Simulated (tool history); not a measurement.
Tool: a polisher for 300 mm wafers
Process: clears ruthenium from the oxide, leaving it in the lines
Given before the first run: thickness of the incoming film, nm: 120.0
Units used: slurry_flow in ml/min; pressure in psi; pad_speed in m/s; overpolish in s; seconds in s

Run 1, hour 0.0: slurry_flow 275 ml/min, pressure 1.5 psi, pad_speed 1.12 m/s, overpolish 7 s. Result: seconds 139.730 s.
Run 2, hour 6.0: slurry_flow 275 ml/min, pressure 1.5 psi, pad_speed 1.12 m/s, overpolish 7 s. Result: seconds 139.730 s.
Run 3, hour 11.2: slurry_flow 275 ml/min, pressure 1.5 psi, pad_speed 1.12 m/s, overpolish 7 s. Result: seconds 140.590 s.
Run 4, hour 13.2: slurry_flow 275 ml/min, pressure 1.5 psi, pad_speed 1.12 m/s, overpolish 7 s. Result: seconds 141.620 s.
Run 5, hour 15.2: slurry_flow 310 ml/min, pressure 1.5 psi, pad_speed 1.12 m/s, overpolish 7 s. Result: seconds 141.710 s.
Run 6, hour 22.8: slurry_flow 250 ml/min, pressure 1.5 psi, pad_speed 1.12 m/s, overpolish 7 s. Result: seconds 144.350 s.
Run 7, hour 29.0: slurry_flow 255 ml/min, pressure 1.7 psi, pad_speed 1.14 m/s, overpolish 7 s. Result: seconds 122.940 s.
Run 8, hour 30.5: slurry_flow 255 ml/min, pressure 1.9 psi, pad_speed 1.16 m/s, overpolish 7 s. Result: seconds 110.830 s.
Run 9, hour 35.5: slurry_flow 255 ml/min, pressure 2.0 psi, pad_speed 1.20 m/s, overpolish 7 s. Result: seconds 101.810 s.

What does the tool deliver on the next run?
Run 10, hour 42.0: slurry_flow 255 ml/min, pressure 2.1 psi, pad_speed 1.22 m/s, overpolish 7 s. Result: seconds ?.

{"run 10": {"seconds": 95.749}}

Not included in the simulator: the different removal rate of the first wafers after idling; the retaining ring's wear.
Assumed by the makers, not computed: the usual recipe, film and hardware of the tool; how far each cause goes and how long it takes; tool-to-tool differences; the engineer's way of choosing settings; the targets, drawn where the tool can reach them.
